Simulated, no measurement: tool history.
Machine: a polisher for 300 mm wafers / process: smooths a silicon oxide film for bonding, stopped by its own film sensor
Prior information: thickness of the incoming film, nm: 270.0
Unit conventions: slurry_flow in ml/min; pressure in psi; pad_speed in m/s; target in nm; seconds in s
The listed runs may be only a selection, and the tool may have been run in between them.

run	day	slurry_flow	pressure	pad_speed	slurry_solids	target	seconds
1	0.000	155	1.3	1.04	1.0	239	89.711
2	0.242	150	1.3	1.04	1.0	239	88.000
3	0.500	150	1.3	1.20	1.0	239	80.817
4	0.583	150	1.2	1.20	1.0	239	85.460
# day 0.721: slurry blender recalibrated
5	0.721	150	1.2	1.44	1.0	239	66.833
6	0.792	170	1.2	1.44	1.0	239	64.781
7	1.088	155	1.1	1.44	1.0	239	71.522
8	1.179	145	1.0	1.44	1.0	239	77.889

Estimate the outcome of run 9 from the log above:
9	1.533	140	0.9	1.44	1.0	239	?

{"run 9": {"seconds": 88.941}}
